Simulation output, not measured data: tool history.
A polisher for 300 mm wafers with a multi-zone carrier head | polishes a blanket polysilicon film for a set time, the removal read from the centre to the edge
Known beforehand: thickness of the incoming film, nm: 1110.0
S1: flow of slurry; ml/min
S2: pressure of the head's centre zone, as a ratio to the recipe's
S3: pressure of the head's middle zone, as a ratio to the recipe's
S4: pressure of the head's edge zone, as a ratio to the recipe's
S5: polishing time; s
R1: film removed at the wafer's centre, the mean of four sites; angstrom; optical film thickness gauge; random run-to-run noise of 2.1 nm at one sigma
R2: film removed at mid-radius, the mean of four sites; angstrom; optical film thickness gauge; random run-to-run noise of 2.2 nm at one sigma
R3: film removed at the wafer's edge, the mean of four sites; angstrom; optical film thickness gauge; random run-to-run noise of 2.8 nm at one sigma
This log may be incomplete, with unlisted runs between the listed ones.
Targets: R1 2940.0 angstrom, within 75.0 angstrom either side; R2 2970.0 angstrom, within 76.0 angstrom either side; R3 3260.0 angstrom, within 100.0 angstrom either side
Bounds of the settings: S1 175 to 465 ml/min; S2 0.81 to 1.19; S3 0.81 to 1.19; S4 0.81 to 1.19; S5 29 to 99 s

run,hour,S1,S2,S3,S4,S5,R1,R2,R3
1,0.0,295,1.00,1.00,1.00,64,2463.0,2329.1,2346.4
2,1.7,295,0.99,1.00,1.03,67,2539.5,2456.9,2484.4
3,6.9,295,0.98,0.99,1.06,70,2647.2,2520.9,2596.0
4,8.6,325,0.98,0.99,1.06,70,2655.4,2545.6,2634.1
5,17.0,325,0.98,0.99,1.10,70,2658.6,2549.5,2697.5
6,21.9,325,1.06,0.99,1.10,70,2923.7,2543.2,2703.4
7,26.1,335,1.03,0.99,1.12,72,2879.5,2660.4,2764.8
8,34.0,335,1.01,0.98,1.13,74,2907.7,2658.5,2856.7
9,37.1,340,0.99,0.98,1.14,76,2918.8,2768.0,2972.2
10,42.9,345,0.98,0.98,1.15,77,2928.6,2763.9,3016.5
11,44.8,350,0.97,0.98,1.16,78,2927.9,2826.7,3100.8
12,53.2,355,0.97,0.98,1.17,78,2953.0,2824.6,3105.4

Which single option among these 5 for the next run brings every result within its allowed miss of target? Just one does.
A,61.6,230,1.01,1.07,1.19,79,?,?,?
B,61.6,330,1.06,1.02,1.15,72,?,?,?
C,61.6,465,0.91,0.97,1.17,80,?,?,?
D,61.6,340,0.97,0.82,1.19,78,?,?,?
E,61.6,335,1.00,1.00,1.09,76,?,?,?

move,R1,R2,R3
A,2981.4,2952.4,3061.8
B,2982.5,2698.7,2836.1
C,2924.3,2963.9,3242.8
D,2959.7,2485.9,3133.4
E,2972.8,2810.2,2929.0
A: the worst result of the last run now meets its target, but another is out of spec
B: moves away from the targets compared with the last run
C: every result within its allowed miss
D: moves away from the targets compared with the last run
E: moves away from the targets compared with the last run
The move that meets every target is C.

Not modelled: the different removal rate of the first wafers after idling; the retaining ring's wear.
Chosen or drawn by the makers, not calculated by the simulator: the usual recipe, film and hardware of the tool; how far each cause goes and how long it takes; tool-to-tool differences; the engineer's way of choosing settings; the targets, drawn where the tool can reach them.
